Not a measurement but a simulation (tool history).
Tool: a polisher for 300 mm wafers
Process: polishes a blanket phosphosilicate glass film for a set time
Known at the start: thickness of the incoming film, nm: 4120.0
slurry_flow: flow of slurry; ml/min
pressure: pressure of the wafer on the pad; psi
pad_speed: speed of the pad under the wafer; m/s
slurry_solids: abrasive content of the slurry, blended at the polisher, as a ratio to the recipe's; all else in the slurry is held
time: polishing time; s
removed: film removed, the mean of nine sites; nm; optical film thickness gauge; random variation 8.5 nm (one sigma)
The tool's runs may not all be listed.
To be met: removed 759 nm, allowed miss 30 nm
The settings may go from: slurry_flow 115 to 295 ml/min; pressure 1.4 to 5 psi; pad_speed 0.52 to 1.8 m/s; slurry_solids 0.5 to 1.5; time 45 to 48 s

Run 1, day 0: slurry_flow 190 ml/min, pressure 3.2 psi, pad_speed 1.16 m/s, slurry_solids 1, time 45 s. Result: removed 414.24 nm.
Run 2, day 0.025: slurry_flow 190 ml/min, pressure 3.6 psi, pad_speed 1.18 m/s, slurry_solids 1, time 45 s. Result: removed 469.6 nm.
Run 3, day 0.358: slurry_flow 190 ml/min, pressure 3.9 psi, pad_speed 1.2 m/s, slurry_solids 1, time 45 s. Result: removed 520.31 nm.
Run 4, day 0.504: slurry_flow 190 ml/min, pressure 3.9 psi, pad_speed 1.44 m/s, slurry_solids 1, time 45 s. Result: removed 599.02 nm.
Run 5, day 0.771: slurry_flow 190 ml/min, pressure 4.1 psi, pad_speed 1.44 m/s, slurry_solids 1, time 45 s. Result: removed 627.99 nm.
Run 6, day 1.008: slurry_flow 205 ml/min, pressure 4.1 psi, pad_speed 1.44 m/s, slurry_solids 1, time 45 s. Result: removed 622.61 nm.
Run 7, day 1.288: slurry_flow 205 ml/min, pressure 4.2 psi, pad_speed 1.44 m/s, slurry_solids 1, time 45 s. Result: removed 649.15 nm.
At day 1.588: head pressure recalibrated.
Run 8, day 1.588: slurry_flow 205 ml/min, pressure 4.3 psi, pad_speed 1.44 m/s, slurry_solids 1, time 45 s. Result: removed 690.81 nm.
Run 9, day 1.933: slurry_flow 205 ml/min, pressure 4.4 psi, pad_speed 1.44 m/s, slurry_solids 1, time 45 s. Result: removed 716.2 nm.
Run 10, day 2.217: slurry_flow 205 ml/min, pressure 4.5 psi, pad_speed 1.44 m/s, slurry_solids 1, time 45 s. Result: removed 718.08 nm.

4 next moves are on the table. One of them brings every result within its allowed miss. Which?
Run A, day 2.5: slurry_flow 235 ml/min, pressure 4.7 psi, pad_speed 1.4 m/s, slurry_solids 1.05, time 45 s. Result: removed ?.
Run B, day 2.5: slurry_flow 215 ml/min, pressure 5 psi, pad_speed 1.4 m/s, slurry_solids 1.1, time 45 s. Result: removed ?.
Run C, day 2.5: slurry_flow 225 ml/min, pressure 4.6 psi, pad_speed 1.52 m/s, slurry_solids 1.05, time 47 s. Result: removed ?.
Run D, day 2.5: slurry_flow 175 ml/min, pressure 4.6 psi, pad_speed 1.46 m/s, slurry_solids 0.9, time 45 s. Result: removed ?.

move  removed
   A   760.98
   B    819.1
   C   828.16
   D   699.32
A: meets every target
B: takes the result that was furthest off past its target
C: takes the result that was furthest off past its target
D: further off than the last run
Answer: A
